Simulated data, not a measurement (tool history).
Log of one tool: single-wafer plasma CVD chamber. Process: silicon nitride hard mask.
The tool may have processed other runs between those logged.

run,day,heater temperature setpoint (K),chamber pressure (Torr),RF power (W),deposition time (s),mean film thickness on the monitor wafer (Å)
1,0.000,648.15,1.08,380,48.8,601.78
2,0.058,648.15,1.08,355,48.8,568.76
3,0.196,652.15,1.08,355,48.8,572.72
4,0.225,652.15,1.05,355,48.8,556.93
5,0.404,652.15,1.05,375,48.8,586.47
6,0.692,652.15,1.02,375,48.8,573.58
7,0.750,652.15,1.00,375,48.8,570.31

Expected results for the next run?
8,1.038,652.15,0.98,375,48.8,?

Run 8 produced mean film thickness on the monitor wafer (Å) 555.81.
